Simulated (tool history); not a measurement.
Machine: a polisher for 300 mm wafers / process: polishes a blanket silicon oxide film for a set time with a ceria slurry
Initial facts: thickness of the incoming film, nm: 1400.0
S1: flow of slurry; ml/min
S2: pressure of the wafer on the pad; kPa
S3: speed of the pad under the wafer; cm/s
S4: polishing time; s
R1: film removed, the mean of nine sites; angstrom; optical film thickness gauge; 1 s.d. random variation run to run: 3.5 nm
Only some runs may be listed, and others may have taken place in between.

{"run": 1, "day": 0.0, "S1": 200, "S2": 26.9, "S3": 98, "S4": 76, "R1": 3887.7}
{"run": 2, "day": 0.275, "S1": 225, "S2": 26.9, "S3": 98, "S4": 76, "R1": 4001.9}
{"run": 3, "day": 0.475, "S1": 215, "S2": 25.5, "S3": 98, "S4": 76, "R1": 3696.5}
{"run": 4, "day": 0.733, "S1": 215, "S2": 29.6, "S3": 98, "S4": 76, "R1": 4331.9}
{"run": 5, "day": 0.929, "S1": 210, "S2": 26.9, "S3": 98, "S4": 76, "R1": 3873.8}
{"run": 6, "day": 1.121, "S1": 200, "S2": 25.5, "S3": 98, "S4": 76, "R1": 3676.8}
{"run": 7, "day": 1.45, "S1": 195, "S2": 24.8, "S3": 98, "S4": 76, "R1": 3648}

What does the tool deliver on the next run?
{"run": 8, "day": 1.579, "S1": 195, "S2": 21.4, "S3": 98, "S4": 76, "R1": "?"}

Run 8 gave R1 3124.6 angstrom.
